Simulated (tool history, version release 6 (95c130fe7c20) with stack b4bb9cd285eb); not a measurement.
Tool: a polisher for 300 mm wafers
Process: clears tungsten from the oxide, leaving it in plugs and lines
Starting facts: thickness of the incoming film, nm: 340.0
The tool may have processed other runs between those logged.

| run | hour | flow of slurry (ml/min) | pressure of the wafer on the pad (kPa) | speed of the pad under the wafer (m/s) | abrasive content of the slurry | overpolish time after the end point (s) | time until the end point was called (s) |
|---|---|---|---|---|---|---|---|
| 1 | 0.0 | 190 | 19.3 | 0.96 | 1.0 | 7 | 102.020 |
| 2 | 7.7 | 190 | 19.3 | 0.96 | 0.9 | 7 | 102.540 |
| 3 | 12.8 | 190 | 19.3 | 0.96 | 1.0 | 7 | 100.260 |
| 4 | 14.2 | 190 | 19.3 | 0.76 | 1.0 | 7 | 127.990 |
| 5 | 19.3 | 190 | 19.3 | 0.76 | 1.2 | 7 | 120.600 |
| 6 | 28.0 | 190 | 22.1 | 0.76 | 1.2 | 7 | 101.800 |
| 7 | 31.5 | 190 | 23.4 | 0.76 | 1.2 | 7 | 97.352 |
| 8 | 33.4 | 190 | 24.8 | 0.76 | 1.2 | 7 | 94.721 |

Run 9, settings as shown, results not yet in. Your forecast:
| 9 | 41.9 | 190 | 26.2 | 0.78 | 1.2 | 7 | ? |

{"run 9": {"time until the end point was called (s)": 86.153}}

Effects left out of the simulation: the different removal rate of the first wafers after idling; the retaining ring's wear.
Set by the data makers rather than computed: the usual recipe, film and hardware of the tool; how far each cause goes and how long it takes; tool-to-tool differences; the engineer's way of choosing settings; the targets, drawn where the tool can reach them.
